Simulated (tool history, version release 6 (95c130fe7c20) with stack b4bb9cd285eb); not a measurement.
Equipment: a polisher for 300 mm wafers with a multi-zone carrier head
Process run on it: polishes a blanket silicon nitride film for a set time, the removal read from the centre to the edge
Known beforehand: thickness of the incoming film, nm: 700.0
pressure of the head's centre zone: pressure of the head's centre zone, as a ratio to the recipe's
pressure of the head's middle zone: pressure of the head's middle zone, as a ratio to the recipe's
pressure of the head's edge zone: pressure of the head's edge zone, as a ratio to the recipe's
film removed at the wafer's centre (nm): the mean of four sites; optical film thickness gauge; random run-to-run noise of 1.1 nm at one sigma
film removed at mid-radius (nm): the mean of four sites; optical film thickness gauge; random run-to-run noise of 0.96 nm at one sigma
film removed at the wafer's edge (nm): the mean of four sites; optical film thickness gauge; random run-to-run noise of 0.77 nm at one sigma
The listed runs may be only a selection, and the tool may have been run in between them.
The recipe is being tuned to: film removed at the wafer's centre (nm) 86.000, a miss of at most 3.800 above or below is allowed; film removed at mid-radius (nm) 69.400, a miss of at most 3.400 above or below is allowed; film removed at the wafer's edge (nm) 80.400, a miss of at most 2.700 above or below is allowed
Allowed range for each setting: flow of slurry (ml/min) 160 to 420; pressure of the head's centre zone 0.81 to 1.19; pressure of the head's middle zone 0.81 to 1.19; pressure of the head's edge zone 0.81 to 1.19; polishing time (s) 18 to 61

run,day,flow of slurry (ml/min),pressure of the head's centre zone,pressure of the head's middle zone,pressure of the head's edge zone,polishing time (s),film removed at the wafer's centre (nm),film removed at mid-radius (nm),film removed at the wafer's edge (nm)
1,0.000,270,1.00,1.00,1.00,39,61.297,61.302,59.749
2,0.183,270,1.02,0.98,1.02,40,64.331,60.416,61.988
3,0.496,270,1.02,1.04,1.02,40,65.026,65.232,61.854
4,0.642,270,1.03,1.03,1.04,41,65.602,64.327,64.600
5,0.979,270,1.03,1.03,0.99,41,65.451,64.868,63.050
6,1.296,270,1.03,0.95,0.99,41,67.159,60.707,63.558
7,1.354,270,1.04,0.95,1.01,42,69.508,62.221,66.344
8,1.388,275,1.06,0.95,1.03,43,74.545,65.537,68.046
9,1.500,270,1.06,0.93,1.05,44,73.986,65.678,70.708
10,1.583,275,1.07,0.92,1.07,44,74.340,63.740,70.285
11,1.712,275,1.08,0.91,1.08,45,76.944,65.941,72.469
12,1.933,275,1.09,0.90,1.09,46,79.415,66.119,75.061
13,2.004,275,1.10,0.90,1.10,46,81.295,66.301,75.417
14,2.308,275,1.10,0.90,1.11,46,77.791,65.762,76.238
15,2.608,280,1.11,0.90,1.11,46,81.899,65.901,76.388
16,2.808,285,1.11,0.90,1.12,46,80.068,67.847,76.288
17,3.058,285,1.12,0.90,1.12,46,83.859,66.536,76.069
18,3.142,285,1.12,0.90,1.13,46,82.186,66.920,76.722
19,3.446,290,1.12,0.90,1.14,46,83.517,67.024,75.860

Exercise: of the 4 proposed moves below, exactly one satisfies all targets within the stated allowed misses. Which move is it?
A,3.750,310,1.15,0.95,1.11,46,?,?,?
B,3.750,290,1.14,0.90,1.13,48,?,?,?
C,3.750,175,1.18,0.95,1.00,49,?,?,?
D,3.750,270,1.08,0.99,1.14,45,?,?,?

move,film removed at the wafer's centre (nm),film removed at mid-radius (nm),film removed at the wafer's edge (nm)
A,84.770,70.483,76.081
B,87.093,70.136,79.754
C,86.739,70.754,73.895
D,76.812,70.359,74.626
A: no nearer and no further than the last run
B: every result lands within tolerance
C: the biggest miss grows against the last run
D: the biggest miss grows against the last run
Move B is the one to make.
